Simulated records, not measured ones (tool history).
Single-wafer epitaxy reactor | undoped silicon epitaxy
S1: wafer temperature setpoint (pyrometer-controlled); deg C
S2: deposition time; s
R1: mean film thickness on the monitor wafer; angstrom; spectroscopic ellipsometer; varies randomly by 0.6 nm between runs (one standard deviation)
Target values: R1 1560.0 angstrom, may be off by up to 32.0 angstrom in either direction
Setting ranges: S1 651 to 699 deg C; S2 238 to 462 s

Run 1, day 0.000: S1 675 deg C, S2 350 s. Result: R1 1036.0 angstrom.
Run 2, day 0.200: S1 675 deg C, S2 370 s. Result: R1 1091.9 angstrom.
Run 3, day 0.512: S1 677 deg C, S2 370 s. Result: R1 1133.9 angstrom.
Run 4, day 0.792: S1 677 deg C, S2 405 s. Result: R1 1241.3 angstrom.
Run 5, day 1.133: S1 677 deg C, S2 357 s. Result: R1 1102.4 angstrom.
Run 6, day 1.200: S1 679 deg C, S2 357 s. Result: R1 1134.1 angstrom.
Run 7, day 1.321: S1 681 deg C, S2 357 s. Result: R1 1180.6 angstrom.
Run 8, day 1.396: S1 682 deg C, S2 357 s. Result: R1 1200.3 angstrom.
Run 9, day 1.533: S1 683 deg C, S2 357 s. Result: R1 1218.5 angstrom.
Run 10, day 1.604: S1 684 deg C, S2 357 s. Result: R1 1246.4 angstrom.
Run 11, day 1.875: S1 684 deg C, S2 357 s. Result: R1 1245.7 angstrom.
Run 12, day 2.171: S1 685 deg C, S2 357 s. Result: R1 1269.5 angstrom.
Run 13, day 2.429: S1 686 deg C, S2 357 s. Result: R1 1292.4 angstrom.
Run 14, day 2.675: S1 687 deg C, S2 357 s. Result: R1 1302.9 angstrom.
Run 15, day 2.854: S1 688 deg C, S2 357 s. Result: R1 1335.7 angstrom.
Run 16, day 3.054: S1 689 deg C, S2 357 s. Result: R1 1370.6 angstrom.
Run 17, day 3.233: S1 690 deg C, S2 357 s. Result: R1 1386.3 angstrom.
Run 18, day 3.350: S1 691 deg C, S2 357 s. Result: R1 1409.0 angstrom.

4 candidate next runs follow, results not yet known. Just one meets every target within its allowed miss. Identify it.
Run A, day 3.467: S1 686 deg C, S2 409 s. Result: R1 ?.
Run B, day 3.467: S1 696 deg C, S2 347 s. Result: R1 ?.
Run C, day 3.467: S1 698 deg C, S2 348 s. Result: R1 ?.
Run D, day 3.467: S1 695 deg C, S2 349 s. Result: R1 ?.

move      R1
   A  1466.7
   B  1484.5
   C  1541.7
   D  1467.1
A: closes in on the targets versus the last run, not all within tolerance yet
B: closes in on the targets versus the last run, not all within tolerance yet
C: meets every target
D: closes in on the targets versus the last run, not all within tolerance yet
The move that meets every target is C.

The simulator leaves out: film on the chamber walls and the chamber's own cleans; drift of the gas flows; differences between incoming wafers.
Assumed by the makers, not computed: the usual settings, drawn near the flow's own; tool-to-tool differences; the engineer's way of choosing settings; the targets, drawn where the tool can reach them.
